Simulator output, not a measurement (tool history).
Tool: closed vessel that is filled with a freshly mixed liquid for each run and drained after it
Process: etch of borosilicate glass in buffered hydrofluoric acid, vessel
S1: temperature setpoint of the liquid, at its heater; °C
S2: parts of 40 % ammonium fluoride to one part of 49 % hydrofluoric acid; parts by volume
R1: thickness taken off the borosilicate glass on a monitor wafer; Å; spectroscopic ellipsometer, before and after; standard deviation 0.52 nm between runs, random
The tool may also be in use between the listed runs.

run 1 hour=0 | S1=20 S2=7 time_in_the_liquid_(s)=35 | R1=443.94
run 2 hour=7 | S1=22.5 S2=6.5 time_in_the_liquid_(s)=35 | R1=551.16
run 3 hour=12.4 | S1=24.5 S2=6.5 time_in_the_liquid_(s)=35 | R1=623.25
run 4 hour=19.1 | S1=24.5 S2=5 time_in_the_liquid_(s)=35 | R1=792.28
run 5 hour=22.6 | S1=25 S2=5 time_in_the_liquid_(s)=35 | R1=800.81
run 6 hour=25.2 | S1=25 S2=6.5 time_in_the_liquid_(s)=35 | R1=631.63

Forecast run 7:
run 7 hour=31.3 | S1=26 S2=6.5 time_in_the_liquid_(s)=35 | R1=?

R1: 665.38 Å
